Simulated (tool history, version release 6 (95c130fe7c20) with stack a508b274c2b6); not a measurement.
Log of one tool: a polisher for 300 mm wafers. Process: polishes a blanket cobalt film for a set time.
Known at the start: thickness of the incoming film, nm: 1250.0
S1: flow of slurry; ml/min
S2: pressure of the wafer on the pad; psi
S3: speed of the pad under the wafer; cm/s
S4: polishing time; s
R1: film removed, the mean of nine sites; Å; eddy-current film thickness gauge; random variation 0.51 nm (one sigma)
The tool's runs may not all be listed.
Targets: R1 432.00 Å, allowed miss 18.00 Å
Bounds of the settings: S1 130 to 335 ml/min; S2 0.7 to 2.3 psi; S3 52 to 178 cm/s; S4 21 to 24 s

| run | day | S1 | S2 | S3 | S4 | R1 |
|---|---|---|---|---|---|---|
| 1 | 0.000 | 215 | 1.5 | 114 | 24 | 1057.80 |
| 2 | 0.150 | 215 | 1.3 | 106 | 24 | 829.38 |
| 3 | 0.208 | 265 | 1.3 | 106 | 24 | 872.44 |
| 4 | 0.329 | 265 | 1.3 | 96 | 24 | 776.67 |
| 5 | 0.433 | 265 | 1.2 | 94 | 24 | 695.09 |
| 6 | 0.533 | 265 | 1.1 | 92 | 24 | 628.55 |
| 7 | 0.596 | 260 | 1.0 | 92 | 24 | 579.04 |
| 8 | 0.667 | 260 | 0.9 | 92 | 24 | 523.27 |
| 9 | 0.875 | 255 | 0.9 | 92 | 24 | 532.48 |
| 10 | 0.917 | 255 | 0.8 | 90 | 24 | 468.61 |
| 11 | 1.004 | 250 | 0.8 | 90 | 24 | 470.17 |
| 12 | 1.083 | 245 | 0.7 | 90 | 24 | 406.00 |
| 13 | 1.400 | 270 | 0.7 | 90 | 24 | 412.99 |

5 next moves are on the table. One of them brings every result within its allowed miss. Which?
| A | 1.717 | 225 | 1.0 | 72 | 21 | ? |
| B | 1.717 | 260 | 0.7 | 86 | 24 | ? |
| C | 1.717 | 265 | 0.9 | 74 | 21 | ? |
| D | 1.717 | 335 | 0.8 | 82 | 22 | ? |
| E | 1.717 | 260 | 0.9 | 78 | 23 | ? |

| move | R1 |
|---|---|
| A | 391.10 |
| B | 384.43 |
| C | 370.10 |
| D | 391.05 |
| E | 425.39 |
A: further off than the last run
B: further off than the last run
C: further off than the last run
D: further off than the last run
E: meets every target
Answer: E
